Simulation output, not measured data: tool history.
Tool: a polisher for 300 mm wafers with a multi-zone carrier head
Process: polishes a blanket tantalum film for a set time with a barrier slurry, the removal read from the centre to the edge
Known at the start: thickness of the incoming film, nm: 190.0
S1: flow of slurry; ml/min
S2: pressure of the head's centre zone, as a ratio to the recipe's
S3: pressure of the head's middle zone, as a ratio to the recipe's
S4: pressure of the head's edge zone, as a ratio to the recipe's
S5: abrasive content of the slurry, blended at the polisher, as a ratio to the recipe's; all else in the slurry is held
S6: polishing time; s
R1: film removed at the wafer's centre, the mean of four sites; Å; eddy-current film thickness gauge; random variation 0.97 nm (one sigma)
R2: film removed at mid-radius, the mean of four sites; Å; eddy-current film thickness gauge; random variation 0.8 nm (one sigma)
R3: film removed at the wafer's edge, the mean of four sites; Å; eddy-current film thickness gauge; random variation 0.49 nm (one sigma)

| run | hour | S1 | S2 | S3 | S4 | S5 | S6 | R1 | R2 | R3 |
|---|---|---|---|---|---|---|---|---|---|---|
| 1 | 0.0 | 320 | 1.00 | 1.00 | 1.00 | 1.00 | 33 | 784.39 | 801.65 | 790.32 |
| 2 | 6.3 | 320 | 1.00 | 0.94 | 1.00 | 1.00 | 33 | 770.62 | 766.71 | 800.19 |
| 3 | 8.3 | 320 | 1.00 | 0.93 | 0.98 | 0.95 | 33 | 782.98 | 747.90 | 774.37 |
| 4 | 16.1 | 320 | 1.00 | 0.93 | 0.98 | 1.10 | 33 | 800.50 | 774.25 | 805.11 |
| 5 | 17.6 | 350 | 1.00 | 0.93 | 0.98 | 1.10 | 33 | 824.95 | 766.68 | 818.42 |
| 6 | 25.7 | 350 | 1.00 | 0.93 | 1.05 | 1.10 | 33 | 807.32 | 782.95 | 839.93 |
| 7 | 29.1 | 345 | 1.00 | 0.93 | 1.03 | 1.05 | 33 | 794.11 | 771.61 | 821.94 |

Forecast run 8:
| 8 | 32.7 | 340 | 1.00 | 0.93 | 1.01 | 1.00 | 33 | ? | ? | ? |

R1: 774.11 Å
R2: 759.20 Å
R3: 801.09 Å

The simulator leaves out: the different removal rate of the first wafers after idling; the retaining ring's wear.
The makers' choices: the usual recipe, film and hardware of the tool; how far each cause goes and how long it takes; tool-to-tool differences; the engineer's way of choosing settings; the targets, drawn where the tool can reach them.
